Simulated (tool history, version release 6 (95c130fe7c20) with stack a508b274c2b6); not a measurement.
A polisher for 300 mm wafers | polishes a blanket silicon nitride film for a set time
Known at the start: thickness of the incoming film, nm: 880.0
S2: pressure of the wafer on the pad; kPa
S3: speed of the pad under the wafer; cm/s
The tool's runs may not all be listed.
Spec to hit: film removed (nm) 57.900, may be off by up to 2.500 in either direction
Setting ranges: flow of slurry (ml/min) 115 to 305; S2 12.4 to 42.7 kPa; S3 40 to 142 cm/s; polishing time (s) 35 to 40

run 1 hour=0.0 | flow_of_slurry_(ml/min)=195 S2=27.6 S3=90 polishing_time_(s)=40 | film_removed_(nm)=86.848
run 2 hour=1.6 | flow_of_slurry_(ml/min)=195 S2=24.8 S3=90 polishing_time_(s)=40 | film_removed_(nm)=80.579
run 3 hour=8.3 | flow_of_slurry_(ml/min)=195 S2=21.4 S3=90 polishing_time_(s)=40 | film_removed_(nm)=74.020
run 4 hour=14.6 | flow_of_slurry_(ml/min)=195 S2=21.4 S3=90 polishing_time_(s)=40 | film_removed_(nm)=72.439
run 5 hour=17.9 | flow_of_slurry_(ml/min)=195 S2=20.0 S3=90 polishing_time_(s)=40 | film_removed_(nm)=69.168
run 6 hour=25.5 | flow_of_slurry_(ml/min)=195 S2=18.6 S3=90 polishing_time_(s)=40 | film_removed_(nm)=66.186
run 7 hour=28.9 | flow_of_slurry_(ml/min)=190 S2=14.5 S3=88 polishing_time_(s)=40 | film_removed_(nm)=55.172
run 8 hour=35.1 | flow_of_slurry_(ml/min)=190 S2=14.5 S3=88 polishing_time_(s)=40 | film_removed_(nm)=54.085
run 9 hour=39.3 | flow_of_slurry_(ml/min)=195 S2=14.5 S3=88 polishing_time_(s)=40 | film_removed_(nm)=54.686

Which single option among these 5 for the next run brings every result within its allowed miss of target? Just one does.
run A hour=43.5 | flow_of_slurry_(ml/min)=205 S2=15.2 S3=78 polishing_time_(s)=39 | film_removed_(nm)=?
run B hour=43.5 | flow_of_slurry_(ml/min)=175 S2=15.2 S3=94 polishing_time_(s)=35 | film_removed_(nm)=?
run C hour=43.5 | flow_of_slurry_(ml/min)=210 S2=15.9 S3=86 polishing_time_(s)=40 | film_removed_(nm)=?
run D hour=43.5 | flow_of_slurry_(ml/min)=275 S2=16.5 S3=74 polishing_time_(s)=35 | film_removed_(nm)=?
run E hour=43.5 | flow_of_slurry_(ml/min)=195 S2=16.5 S3=96 polishing_time_(s)=40 | film_removed_(nm)=?

move=A film_removed_(nm)=50.762
move=B film_removed_(nm)=50.223
move=C film_removed_(nm)=57.213
move=D film_removed_(nm)=48.192
move=E film_removed_(nm)=62.547
A: misses by more than the last run did
B: misses by more than the last run did
C: every result within its allowed miss
D: misses by more than the last run did
E: takes the biggest miss from the last run beyond its target
Move C is the one to make.
